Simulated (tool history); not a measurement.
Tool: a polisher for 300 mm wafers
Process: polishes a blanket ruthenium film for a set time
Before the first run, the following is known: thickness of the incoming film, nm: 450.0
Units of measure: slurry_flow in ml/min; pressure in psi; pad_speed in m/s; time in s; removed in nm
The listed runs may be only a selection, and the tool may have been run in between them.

run    day  slurry_flow  pressure  pad_speed  time  removed
  1  0.000          240       2.3       0.80    87   90.184
  2  0.096          240       2.2       0.80    87   85.542
  3  0.471          240       2.1       0.80    87   82.721
  4  0.825          240       2.1       0.80    92   89.493
  5  0.908          205       2.1       0.80    92   88.581
  6  1.042          155       2.1       0.80    92   84.063

The next listed run, before its measurement:
  7  1.412          155       2.1       0.80    92        ?

removed: 80.703 nm
